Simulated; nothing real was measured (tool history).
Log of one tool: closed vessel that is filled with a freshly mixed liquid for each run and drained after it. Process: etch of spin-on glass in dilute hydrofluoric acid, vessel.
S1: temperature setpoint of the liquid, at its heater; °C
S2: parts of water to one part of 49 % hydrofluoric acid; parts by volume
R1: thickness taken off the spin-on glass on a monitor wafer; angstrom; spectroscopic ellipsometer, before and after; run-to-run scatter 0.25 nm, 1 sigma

{"run": 1, "day": 0.0, "S1": 20, "S2": 65, "time in the liquid (s)": 90, "R1": 667.27}
{"run": 2, "day": 0.088, "S1": 20, "S2": 80, "time in the liquid (s)": 90, "R1": 529.36}
{"run": 3, "day": 0.112, "S1": 19.5, "S2": 85, "time in the liquid (s)": 90, "R1": 493.9}
{"run": 4, "day": 0.454, "S1": 19.5, "S2": 75, "time in the liquid (s)": 90, "R1": 562.69}
{"run": 5, "day": 0.6, "S1": 19, "S2": 80, "time in the liquid (s)": 90, "R1": 508.79}
{"run": 6, "day": 0.879, "S1": 19, "S2": 65, "time in the liquid (s)": 90, "R1": 647.75}

Run 7 comes next. What will it give?
{"day": 0.971, "done": "hydrofluoric acid flow meter replaced"}
{"run": 7, "day": 0.971, "S1": 18.5, "S2": 70, "time in the liquid (s)": 90, "R1": "?"}

{"run 7": {"R1": 539.07}}
